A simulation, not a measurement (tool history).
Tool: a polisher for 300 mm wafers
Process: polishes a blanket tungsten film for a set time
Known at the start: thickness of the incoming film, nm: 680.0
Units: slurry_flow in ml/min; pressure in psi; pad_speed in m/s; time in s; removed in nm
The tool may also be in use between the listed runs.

run,hour,slurry_flow,pressure,pad_speed,slurry_solids,time,removed
1,0,260,2.8,0.84,1,43,138.98
2,5.1,260,2.8,0.64,1,43,105.77
3,13.2,260,2.8,0.64,1,39,97.49
4,16.8,260,2.8,0.64,1,39,97.219
5,20.6,265,3.1,0.64,1,39,106.85
6,29.4,265,3.3,0.66,1,39,117.66

The next listed run, before its measurement:
7,38.3,265,3.5,0.68,1,39,?

{"run 7": {"removed": 127.78}}

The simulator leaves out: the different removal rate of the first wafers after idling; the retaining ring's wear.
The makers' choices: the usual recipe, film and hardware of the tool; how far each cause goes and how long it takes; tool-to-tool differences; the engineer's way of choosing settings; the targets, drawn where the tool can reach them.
